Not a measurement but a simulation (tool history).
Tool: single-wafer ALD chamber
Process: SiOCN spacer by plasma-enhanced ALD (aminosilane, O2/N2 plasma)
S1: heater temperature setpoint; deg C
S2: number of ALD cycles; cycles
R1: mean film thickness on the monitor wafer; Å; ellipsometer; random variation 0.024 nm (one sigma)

| run | hour | S1 | S2 | R1 |
|---|---|---|---|---|
| 1 | 0.0 | 390 | 81 | 49.666 |
| 2 | 3.2 | 381 | 81 | 49.516 |
| 3 | 9.8 | 374 | 81 | 49.879 |
| 4 | 16.0 | 374 | 90 | 55.517 |
| 5 | 18.7 | 374 | 82 | 50.043 |
| 6 | 21.7 | 374 | 75 | 45.418 |
| 7 | 25.8 | 374 | 74 | 45.469 |
| 8 | 34.8 | 374 | 73 | 44.464 |

Forecast run 9:
| 9 | 40.0 | 374 | 72 | ? |

R1: 43.754 Å

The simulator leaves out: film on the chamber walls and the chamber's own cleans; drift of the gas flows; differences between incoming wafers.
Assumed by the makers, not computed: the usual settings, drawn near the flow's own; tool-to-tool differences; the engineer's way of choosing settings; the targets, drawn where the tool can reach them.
